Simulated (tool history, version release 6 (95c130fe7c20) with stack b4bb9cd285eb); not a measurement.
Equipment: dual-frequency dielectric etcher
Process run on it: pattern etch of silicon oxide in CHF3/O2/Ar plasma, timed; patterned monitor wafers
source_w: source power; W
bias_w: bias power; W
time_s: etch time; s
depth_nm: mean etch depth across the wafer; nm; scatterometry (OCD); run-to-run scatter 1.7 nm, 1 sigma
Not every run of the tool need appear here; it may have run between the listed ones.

run	day	source_w	bias_w	time_s	depth_nm
1	0	910	187	411.5	974.42
2	0.275	910	201	411.5	999.18
3	0.429	1040	201	411.5	1050.2
4	0.638	1190	201	411.5	1101.5
5	0.867	1190	214	411.5	1127.7
# day 0.971: bias power generator calibrated
6	0.971	1250	214	411.5	1132
7	1.067	1070	176	376.5	908.23
8	1.288	990	175	376.5	880.87

The next listed run, before its measurement:
9	1.383	930	174	376.5	?

{"run 9": {"depth_nm": 856.08}}
